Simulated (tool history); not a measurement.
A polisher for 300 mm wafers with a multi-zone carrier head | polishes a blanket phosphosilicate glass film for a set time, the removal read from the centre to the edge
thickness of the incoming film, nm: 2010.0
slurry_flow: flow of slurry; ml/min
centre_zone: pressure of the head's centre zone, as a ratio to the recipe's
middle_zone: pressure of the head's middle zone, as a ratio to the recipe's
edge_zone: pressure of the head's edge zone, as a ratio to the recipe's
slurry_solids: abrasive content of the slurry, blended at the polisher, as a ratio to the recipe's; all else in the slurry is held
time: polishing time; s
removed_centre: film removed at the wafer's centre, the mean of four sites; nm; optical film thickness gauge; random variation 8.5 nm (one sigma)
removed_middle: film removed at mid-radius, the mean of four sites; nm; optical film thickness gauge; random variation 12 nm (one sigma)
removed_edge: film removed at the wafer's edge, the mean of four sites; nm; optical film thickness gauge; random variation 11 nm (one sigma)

run  hour  slurry_flow  centre_zone  middle_zone  edge_zone  slurry_solids  time  removed_centre  removed_middle  removed_edge
  1     0          160            1            1          1              1    83          580.75          578.15        569.25
  2   6.7          165         0.99         1.01       1.04           1.15    87          631.46          645.46        642.84
  3   7.5          165         0.91         1.01       1.04           1.15    87           578.3          645.23        668.29
  4  15.3          170         0.93         1.01       1.06           1.25    90          620.23          702.58        695.33
  5  24.1          165         0.94         0.98       1.07            1.3    96          689.31          714.95         765.2
  6  28.9          170         0.95         0.99       1.08           1.35    98          720.39          743.44        796.37

Forecast run 7:
  7  37.6          175         0.96         1.01       1.09            1.4   100               ?               ?             ?

removed_centre: 741.36 nm
removed_middle: 793.47 nm
removed_edge: 829.85 nm
